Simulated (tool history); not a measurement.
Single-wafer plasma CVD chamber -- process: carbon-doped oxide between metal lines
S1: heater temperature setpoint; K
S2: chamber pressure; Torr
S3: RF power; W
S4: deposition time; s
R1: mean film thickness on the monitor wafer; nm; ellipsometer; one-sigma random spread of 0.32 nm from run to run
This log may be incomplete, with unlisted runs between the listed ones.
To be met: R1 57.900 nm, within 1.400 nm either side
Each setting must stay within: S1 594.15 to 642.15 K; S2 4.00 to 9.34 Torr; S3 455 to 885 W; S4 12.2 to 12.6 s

run    day      S1    S2   S3    S4      R1
  1  0.000  618.15  6.67  670  12.2  79.722
  2  0.204  618.15  6.67  715  12.2  83.700
  3  0.317  621.15  6.38  680  12.2  78.509
  4  0.538  621.15  6.38  680  12.2  79.464
  5  0.771  621.15  6.38  605  12.2  71.095
  6  0.921  621.15  5.55  605  12.2  70.055
  7  1.075  622.15  5.39  590  12.2  67.845
  8  1.354  622.15  5.39  590  12.2  68.264
  9  1.550  623.15  5.25  580  12.2  66.341
 10  1.658  624.15  5.10  575  12.2  65.998
     1.942  -- RF generator calibrated
 11  1.942  625.15  4.98  565  12.2  67.288

Consider the 5 candidate settings below. Which is the only one whose results all fall within their allowed miss of target?
  A  2.225  619.15  5.01  630  12.5   ?
  B  2.225  630.15  5.44  500  12.2   ?
  C  2.225  627.15  4.57  630  12.6   ?
  D  2.225  629.15  5.25  530  12.2   ?
  E  2.225  632.15  4.84  625  12.6   ?

move      R1
   A  77.967
   B  58.178
   C  76.101
   D  62.590
   E  75.196
A: moves away from the targets compared with the last run
B: every result within its allowed miss
C: moves away from the targets compared with the last run
D: an improvement on the last run, though not all results are within tolerance
E: moves away from the targets compared with the last run
B is the move that brings every result within its allowed miss.

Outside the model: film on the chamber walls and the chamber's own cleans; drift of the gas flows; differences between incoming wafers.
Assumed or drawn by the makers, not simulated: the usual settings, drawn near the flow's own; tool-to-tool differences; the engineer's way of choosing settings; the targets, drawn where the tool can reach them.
